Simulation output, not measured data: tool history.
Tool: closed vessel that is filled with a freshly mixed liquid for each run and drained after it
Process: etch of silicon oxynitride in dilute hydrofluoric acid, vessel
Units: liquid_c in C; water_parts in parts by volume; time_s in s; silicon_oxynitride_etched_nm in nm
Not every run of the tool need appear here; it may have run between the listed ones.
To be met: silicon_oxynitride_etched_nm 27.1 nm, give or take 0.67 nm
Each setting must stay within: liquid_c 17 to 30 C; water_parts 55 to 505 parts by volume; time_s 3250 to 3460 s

run	hour	liquid_c	water_parts	time_s	silicon_oxynitride_etched_nm
1	0	22	280	3250	14.88
2	8.5	24.5	260	3250	18.08
3	14.1	24.5	170	3250	29.892
4	22.4	24.5	90	3250	59.761
5	25.1	22.5	115	3250	42.307
6	27.8	21	125	3250	35.698
7	34.9	17	125	3250	29.445
8	39.6	17	130	3250	28.324

Which of these 4 next moves meets every target?
A	44.3	19.5	145	3255	?
B	44.3	17	120	3270	?
C	44.3	18.5	140	3460	?
D	44.3	17	140	3440	?

move	silicon_oxynitride_etched_nm
A	28.036
B	30.62
C	29.51
D	27.265
A: nearer than the last run, and not there yet
B: moves away from the targets compared with the last run
C: moves away from the targets compared with the last run
D: every result within its allowed miss
D is the move that brings every result within its allowed miss.

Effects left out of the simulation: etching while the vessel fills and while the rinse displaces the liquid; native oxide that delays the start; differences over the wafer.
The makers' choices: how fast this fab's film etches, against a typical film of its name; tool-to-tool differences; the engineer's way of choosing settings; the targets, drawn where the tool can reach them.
